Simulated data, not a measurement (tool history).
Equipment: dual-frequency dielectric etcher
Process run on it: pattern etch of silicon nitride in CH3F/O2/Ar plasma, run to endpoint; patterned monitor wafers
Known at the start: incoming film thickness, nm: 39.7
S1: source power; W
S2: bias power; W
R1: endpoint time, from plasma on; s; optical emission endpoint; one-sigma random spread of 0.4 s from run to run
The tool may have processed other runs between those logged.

run 1 hour=0.0 | S1=370 S2=87 | R1=58.941
run 2 hour=0.8 | S1=350 S2=84 | R1=60.496
run 3 hour=2.3 | S1=330 S2=81 | R1=62.775
run 4 hour=5.7 | S1=370 S2=81 | R1=60.921
run 5 hour=6.9 | S1=350 S2=78 | R1=62.330
run 6 hour=12.6 | S1=330 S2=76 | R1=64.583
run 7 hour=14.2 | S1=320 S2=75 | R1=65.515

Run 8 has not been measured yet. What should we expect?
run 8 hour=15.1 | S1=310 S2=74 | R1=?

{"run 8": {"R1": 66.751}}
